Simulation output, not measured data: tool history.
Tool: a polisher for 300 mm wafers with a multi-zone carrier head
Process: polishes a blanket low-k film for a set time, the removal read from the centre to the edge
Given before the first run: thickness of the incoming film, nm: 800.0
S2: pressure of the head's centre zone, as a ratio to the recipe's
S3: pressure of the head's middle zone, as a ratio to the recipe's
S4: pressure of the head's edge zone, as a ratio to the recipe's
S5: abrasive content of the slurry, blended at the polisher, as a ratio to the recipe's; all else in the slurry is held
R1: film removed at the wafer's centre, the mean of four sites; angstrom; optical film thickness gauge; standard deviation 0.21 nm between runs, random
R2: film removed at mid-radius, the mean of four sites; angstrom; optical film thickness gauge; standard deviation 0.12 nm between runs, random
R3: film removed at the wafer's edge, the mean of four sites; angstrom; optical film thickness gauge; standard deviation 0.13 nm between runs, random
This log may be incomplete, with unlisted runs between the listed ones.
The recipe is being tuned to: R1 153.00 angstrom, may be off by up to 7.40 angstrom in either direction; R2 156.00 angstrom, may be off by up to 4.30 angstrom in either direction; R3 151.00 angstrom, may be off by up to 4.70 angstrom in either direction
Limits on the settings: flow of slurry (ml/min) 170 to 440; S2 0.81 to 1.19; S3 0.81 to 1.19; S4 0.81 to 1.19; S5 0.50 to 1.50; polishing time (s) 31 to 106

Run 1, hour 0.0: flow of slurry (ml/min) 280, S2 1.00, S3 1.00, S4 1.00, S5 1.00, polishing time (s) 68. Result: R1 211.75 angstrom, R2 188.33 angstrom, R3 188.69 angstrom.
Run 2, hour 4.7: flow of slurry (ml/min) 275, S2 0.97, S3 0.99, S4 0.98, S5 0.95, polishing time (s) 68. Result: R1 196.31 angstrom, R2 181.59 angstrom, R3 181.23 angstrom.
Run 3, hour 10.6: flow of slurry (ml/min) 270, S2 0.95, S3 0.98, S4 0.95, S5 0.90, polishing time (s) 68. Result: R1 191.42 angstrom, R2 176.36 angstrom, R3 173.47 angstrom.
Run 4, hour 19.2: flow of slurry (ml/min) 265, S2 0.92, S3 0.97, S4 0.94, S5 0.85, polishing time (s) 68. Result: R1 180.70 angstrom, R2 169.66 angstrom, R3 167.28 angstrom.
Run 5, hour 26.3: flow of slurry (ml/min) 265, S2 0.92, S3 0.97, S4 0.94, S5 1.00, polishing time (s) 68. Result: R1 194.78 angstrom, R2 185.33 angstrom, R3 181.67 angstrom.
Run 6, hour 33.0: flow of slurry (ml/min) 265, S2 0.87, S3 0.97, S4 0.94, S5 1.00, polishing time (s) 68. Result: R1 184.85 angstrom, R2 183.50 angstrom, R3 180.31 angstrom.
Run 7, hour 36.7: flow of slurry (ml/min) 240, S2 0.81, S3 0.94, S4 0.84, S5 0.75, polishing time (s) 67. Result: R1 142.41 angstrom, R2 148.49 angstrom, R3 144.74 angstrom.
Run 8, hour 41.6: flow of slurry (ml/min) 250, S2 0.82, S3 0.94, S4 0.85, S5 0.75, polishing time (s) 67. Result: R1 143.91 angstrom, R2 149.69 angstrom, R3 144.38 angstrom.
Run 9, hour 44.5: flow of slurry (ml/min) 255, S2 0.83, S3 0.94, S4 0.86, S5 0.75, polishing time (s) 67. Result: R1 149.04 angstrom, R2 150.25 angstrom, R3 147.33 angstrom.
Run 10, hour 49.9: flow of slurry (ml/min) 260, S2 0.83, S3 0.94, S4 0.86, S5 0.75, polishing time (s) 67. Result: R1 146.27 angstrom, R2 150.36 angstrom, R3 147.37 angstrom.
Run 11, hour 57.1: flow of slurry (ml/min) 265, S2 0.84, S3 0.94, S4 0.86, S5 0.75, polishing time (s) 67. Result: R1 150.71 angstrom, R2 151.46 angstrom, R3 145.31 angstrom.
Run 12, hour 64.5: flow of slurry (ml/min) 265, S2 0.84, S3 0.94, S4 0.86, S5 0.75, polishing time (s) 67. Result: R1 145.20 angstrom, R2 152.04 angstrom, R3 144.62 angstrom.
Run 13, hour 67.3: flow of slurry (ml/min) 295, S2 0.87, S3 0.95, S4 0.91, S5 0.80, polishing time (s) 67. Result: R1 164.94 angstrom, R2 157.24 angstrom, R3 156.75 angstrom.

5 next moves are on the table. One of them brings every result within its allowed miss. Which?
Run A, hour 70.1: flow of slurry (ml/min) 280, S2 0.86, S3 0.98, S4 0.81, S5 0.80, polishing time (s) 65. Result: R1 ?, R2 ?, R3 ?.
Run B, hour 70.1: flow of slurry (ml/min) 330, S2 0.96, S3 1.03, S4 0.96, S5 0.90, polishing time (s) 58. Result: R1 ?, R2 ?, R3 ?.
Run C, hour 70.1: flow of slurry (ml/min) 430, S2 0.92, S3 0.89, S4 0.81, S5 0.65, polishing time (s) 75. Result: R1 ?, R2 ?, R3 ?.
Run D, hour 70.1: flow of slurry (ml/min) 270, S2 0.87, S3 1.00, S4 0.97, S5 0.70, polishing time (s) 68. Result: R1 ?, R2 ?, R3 ?.
Run E, hour 70.1: flow of slurry (ml/min) 235, S2 0.93, S3 0.90, S4 0.98, S5 0.85, polishing time (s) 68. Result: R1 ?, R2 ?, R3 ?.

move      R1      R2      R3
   A  153.47  158.34  142.93
   B  166.19  159.72  148.77
   C  173.70  154.00  149.58
   D  149.29  154.87  149.35
   E  175.42  156.22  166.32
A: brings the result that was furthest off to its target, and leaves another outside
B: lands further from the targets than the last run did
C: lands further from the targets than the last run did
D: every result lands within tolerance
E: lands further from the targets than the last run did
Move D is the one to make.

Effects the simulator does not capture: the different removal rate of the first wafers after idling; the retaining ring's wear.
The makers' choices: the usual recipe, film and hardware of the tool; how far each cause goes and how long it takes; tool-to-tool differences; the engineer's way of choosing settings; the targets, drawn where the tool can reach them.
